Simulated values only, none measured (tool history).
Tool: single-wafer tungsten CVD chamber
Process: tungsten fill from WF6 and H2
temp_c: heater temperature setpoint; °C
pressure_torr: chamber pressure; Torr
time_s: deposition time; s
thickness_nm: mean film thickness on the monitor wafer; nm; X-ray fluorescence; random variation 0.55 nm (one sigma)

run	day	temp_c	pressure_torr	time_s	thickness_nm
1	0	390	29.7	32.2	77.469
2	0.35	395	29.8	32.2	83.974
3	0.454	399	29.9	32.2	91.338
4	0.504	401	29.9	32.2	93.771
5	0.792	401	32.5	32.2	98.144
6	0.817	411	32.5	32.2	115.12

Run 7 comes next. What will it give?
7	0.85	409	32.4	32.2	?

Run 7 gave thickness_nm 110.61 nm.

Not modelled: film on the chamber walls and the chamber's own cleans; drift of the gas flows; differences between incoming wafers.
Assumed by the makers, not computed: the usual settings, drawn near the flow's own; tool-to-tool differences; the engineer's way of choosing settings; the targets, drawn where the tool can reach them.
